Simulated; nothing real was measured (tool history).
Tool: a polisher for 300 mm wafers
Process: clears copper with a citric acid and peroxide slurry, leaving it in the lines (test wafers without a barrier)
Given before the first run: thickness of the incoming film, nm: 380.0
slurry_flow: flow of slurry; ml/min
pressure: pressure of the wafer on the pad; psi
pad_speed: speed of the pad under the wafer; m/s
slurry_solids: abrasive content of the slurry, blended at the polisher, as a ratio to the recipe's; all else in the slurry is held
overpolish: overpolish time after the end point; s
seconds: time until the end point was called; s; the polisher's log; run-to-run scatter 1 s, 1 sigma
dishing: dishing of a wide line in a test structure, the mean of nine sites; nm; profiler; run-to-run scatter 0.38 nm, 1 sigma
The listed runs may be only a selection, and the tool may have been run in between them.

{"run": 1, "hour": 0.0, "slurry_flow": 290, "pressure": 3.8, "pad_speed": 1.38, "slurry_solids": 1, "overpolish": 10, "seconds": 78.578, "dishing": 30.266}
{"run": 2, "hour": 2.3, "slurry_flow": 290, "pressure": 4.1, "pad_speed": 1.38, "slurry_solids": 1, "overpolish": 10, "seconds": 75.442, "dishing": 31.501}
{"run": 3, "hour": 8.0, "slurry_flow": 290, "pressure": 4.1, "pad_speed": 1.38, "slurry_solids": 1.15, "overpolish": 10, "seconds": 72.372, "dishing": 32.884}
{"run": 4, "hour": 14.7, "slurry_flow": 290, "pressure": 4.2, "pad_speed": 1.38, "slurry_solids": 1.15, "overpolish": 9, "seconds": 69.966, "dishing": 30.341}
{"run": 5, "hour": 23.2, "slurry_flow": 290, "pressure": 4.3, "pad_speed": 1.38, "slurry_solids": 1.15, "overpolish": 8, "seconds": 68.795, "dishing": 28.034}
{"run": 6, "hour": 30.5, "slurry_flow": 290, "pressure": 4.4, "pad_speed": 1.38, "slurry_solids": 1.15, "overpolish": 8, "seconds": 66.98, "dishing": 28.61}
{"run": 7, "hour": 31.3, "slurry_flow": 290, "pressure": 4.5, "pad_speed": 1.38, "slurry_solids": 1.15, "overpolish": 8, "seconds": 64.173, "dishing": 29.234}

Run 8 has not been measured yet. What should we expect?
{"run": 8, "hour": 34.0, "slurry_flow": 290, "pressure": 4.6, "pad_speed": 1.38, "slurry_solids": 1.15, "overpolish": 8, "seconds": "?", "dishing": "?"}

seconds: 64.111 s
dishing: 28.561 nm

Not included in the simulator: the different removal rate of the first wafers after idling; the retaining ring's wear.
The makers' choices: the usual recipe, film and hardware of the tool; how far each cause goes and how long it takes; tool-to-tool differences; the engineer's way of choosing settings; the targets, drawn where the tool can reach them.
